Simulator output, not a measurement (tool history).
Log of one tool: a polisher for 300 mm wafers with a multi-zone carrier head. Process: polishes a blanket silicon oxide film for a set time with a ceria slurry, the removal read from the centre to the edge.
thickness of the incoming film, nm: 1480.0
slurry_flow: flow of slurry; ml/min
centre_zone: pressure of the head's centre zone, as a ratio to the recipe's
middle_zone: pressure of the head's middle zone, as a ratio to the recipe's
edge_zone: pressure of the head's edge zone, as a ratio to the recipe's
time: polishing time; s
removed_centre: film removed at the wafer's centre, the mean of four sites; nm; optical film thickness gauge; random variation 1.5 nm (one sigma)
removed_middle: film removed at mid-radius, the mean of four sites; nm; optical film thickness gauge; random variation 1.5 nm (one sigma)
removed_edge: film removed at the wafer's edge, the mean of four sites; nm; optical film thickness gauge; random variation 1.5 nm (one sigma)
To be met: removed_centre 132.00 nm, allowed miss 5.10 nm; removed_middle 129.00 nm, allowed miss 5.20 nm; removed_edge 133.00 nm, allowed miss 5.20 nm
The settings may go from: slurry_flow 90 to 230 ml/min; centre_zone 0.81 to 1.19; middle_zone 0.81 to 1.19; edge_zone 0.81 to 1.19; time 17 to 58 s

| run | day | slurry_flow | centre_zone | middle_zone | edge_zone | time | removed_centre | removed_middle | removed_edge |
|---|---|---|---|---|---|---|---|---|---|
| 1 | 0.000 | 150 | 1.00 | 1.00 | 1.00 | 37 | 157.00 | 146.16 | 155.56 |
| 2 | 0.325 | 150 | 1.00 | 1.00 | 1.00 | 44 | 188.84 | 178.84 | 179.55 |
| 3 | 0.383 | 150 | 1.06 | 1.00 | 1.00 | 44 | 196.01 | 172.94 | 182.17 |
| 4 | 0.517 | 150 | 1.06 | 1.00 | 0.92 | 44 | 198.23 | 172.64 | 175.64 |
| 5 | 0.721 | 145 | 1.03 | 0.99 | 0.91 | 42 | 185.27 | 164.26 | 165.74 |
| 6 | 1.017 | 145 | 1.03 | 0.99 | 0.91 | 46 | 200.41 | 179.56 | 184.01 |
| 7 | 1.150 | 145 | 1.01 | 0.99 | 0.91 | 44 | 187.53 | 175.35 | 172.17 |
| 8 | 1.317 | 140 | 0.99 | 0.97 | 0.91 | 43 | 181.07 | 169.77 | 168.97 |
|  | 1.571 | centre zone pressure recalibrated |
| 9 | 1.571 | 135 | 0.98 | 0.96 | 0.91 | 41 | 155.90 | 158.66 | 164.40 |
| 10 | 1.892 | 135 | 0.99 | 0.96 | 0.90 | 40 | 155.80 | 155.17 | 155.75 |
| 11 | 2.192 | 135 | 1.00 | 0.95 | 0.89 | 39 | 155.01 | 146.02 | 154.84 |
| 12 | 2.558 | 135 | 1.00 | 0.95 | 0.88 | 38 | 149.69 | 141.17 | 149.44 |
| 13 | 2.617 | 130 | 1.00 | 0.95 | 0.87 | 37 | 143.67 | 139.09 | 142.11 |
| 14 | 2.900 | 125 | 1.00 | 0.95 | 0.86 | 37 | 142.59 | 136.13 | 143.32 |
| 15 | 3.179 | 120 | 1.00 | 0.95 | 0.85 | 37 | 144.30 | 137.76 | 138.63 |
| 16 | 3.450 | 115 | 1.00 | 0.94 | 0.85 | 37 | 142.23 | 139.12 | 139.94 |
| 17 | 3.746 | 115 | 1.00 | 0.93 | 0.85 | 37 | 145.82 | 133.55 | 137.67 |
| 18 | 4.100 | 115 | 0.99 | 0.93 | 0.85 | 37 | 142.56 | 133.63 | 138.58 |
| 19 | 4.312 | 115 | 0.98 | 0.93 | 0.85 | 37 | 139.59 | 136.44 | 140.15 |
| 20 | 4.475 | 115 | 0.98 | 0.93 | 0.84 | 37 | 142.89 | 135.80 | 139.57 |

5 next moves are on the table. One of them brings every result within its allowed miss. Which?
| A | 4.638 | 125 | 0.87 | 0.96 | 0.88 | 35 | ? | ? | ? |
| B | 4.638 | 140 | 1.02 | 0.87 | 0.85 | 39 | ? | ? | ? |
| C | 4.638 | 90 | 1.00 | 1.02 | 0.85 | 37 | ? | ? | ? |
| D | 4.638 | 120 | 1.02 | 0.83 | 0.85 | 39 | ? | ? | ? |
| E | 4.638 | 90 | 1.01 | 0.98 | 0.89 | 35 | ? | ? | ? |

| move | removed_centre | removed_middle | removed_edge |
|---|---|---|---|
| A | 117.33 | 127.81 | 135.47 |
| B | 155.69 | 132.86 | 150.19 |
| C | 136.65 | 136.74 | 137.13 |
| D | 152.52 | 125.55 | 148.37 |
| E | 130.53 | 125.04 | 132.51 |
A: takes the result that was furthest off past its target
B: further off than the last run
C: brings the result that was furthest off to its target, and leaves another outside
D: further off than the last run
E: meets every target
The right move is E.
